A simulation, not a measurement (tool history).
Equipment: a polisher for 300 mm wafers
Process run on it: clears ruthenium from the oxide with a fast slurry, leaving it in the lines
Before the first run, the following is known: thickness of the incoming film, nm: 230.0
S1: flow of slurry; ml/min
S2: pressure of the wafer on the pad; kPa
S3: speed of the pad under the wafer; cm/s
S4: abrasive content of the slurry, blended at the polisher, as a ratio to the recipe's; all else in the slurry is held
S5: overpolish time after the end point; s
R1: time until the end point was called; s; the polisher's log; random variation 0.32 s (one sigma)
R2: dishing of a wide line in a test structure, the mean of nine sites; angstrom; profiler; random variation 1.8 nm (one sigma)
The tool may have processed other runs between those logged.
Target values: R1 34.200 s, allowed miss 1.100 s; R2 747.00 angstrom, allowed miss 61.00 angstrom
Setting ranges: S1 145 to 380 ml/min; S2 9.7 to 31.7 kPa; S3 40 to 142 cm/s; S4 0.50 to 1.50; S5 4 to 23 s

run 1 day=0.000 | S1=245 S2=20.7 S3=90 S4=1.00 S5=12 | R1=49.513 R2=440.85
run 2 day=0.192 | S1=245 S2=22.1 S3=90 S4=1.00 S5=12 | R1=46.960 R2=464.62
run 3 day=0.450 | S1=245 S2=22.1 S3=112 S4=1.00 S5=12 | R1=38.356 R2=535.39
run 4 day=0.671 | S1=245 S2=22.8 S3=112 S4=1.00 S5=12 | R1=37.306 R2=552.17
run 5 day=0.896 | S1=245 S2=20.7 S3=112 S4=1.00 S5=12 | R1=40.005 R2=528.34
run 6 day=1.242 | S1=245 S2=17.9 S3=112 S4=1.00 S5=12 | R1=43.718 R2=501.02
run 7 day=1.329 | S1=245 S2=18.6 S3=112 S4=1.00 S5=12 | R1=43.262 R2=502.16
run 8 day=1.383 | S1=245 S2=18.6 S3=112 S4=1.00 S5=12 | R1=42.207 R2=485.88
run 9 day=1.721 | S1=245 S2=19.3 S3=112 S4=1.00 S5=12 | R1=42.570 R2=500.06
run 10 day=1.900 | S1=245 S2=20.0 S3=112 S4=1.00 S5=12 | R1=40.992 R2=510.82
run 11 day=2.162 | S1=245 S2=20.7 S3=112 S4=1.00 S5=13 | R1=39.671 R2=561.19
run 12 day=2.462 | S1=245 S2=21.4 S3=112 S4=1.00 S5=13 | R1=39.246 R2=574.78
run 13 day=2.571 | S1=245 S2=21.4 S3=112 S4=1.00 S5=13 | R1=38.868 R2=558.32
run 14 day=2.871 | S1=250 S2=24.1 S3=112 S4=1.00 S5=16 | R1=35.398 R2=757.18

5 next moves are on the table. One of them brings every result within its allowed miss. Which?
run A day=3.171 | S1=210 S2=22.1 S3=110 S4=1.05 S5=18 | R1=? R2=?
run B day=3.171 | S1=190 S2=23.4 S3=110 S4=1.05 S5=13 | R1=? R2=?
run C day=3.171 | S1=235 S2=25.5 S3=102 S4=1.00 S5=18 | R1=? R2=?
run D day=3.171 | S1=265 S2=29.0 S3=100 S4=1.00 S5=16 | R1=? R2=?
run E day=3.171 | S1=275 S2=24.8 S3=136 S4=0.85 S5=11 | R1=? R2=?

move=A R1=38.165 R2=720.78
move=B R1=36.861 R2=580.17
move=C R1=37.417 R2=730.98
move=D R1=34.133 R2=717.64
move=E R1=31.694 R2=572.96
A: further off than the last run
B: further off than the last run
C: further off than the last run
D: every result within its allowed miss
E: the result that was furthest off in the last run now lies on the other side of its target
So the answer is move D, the one that meets all the targets.
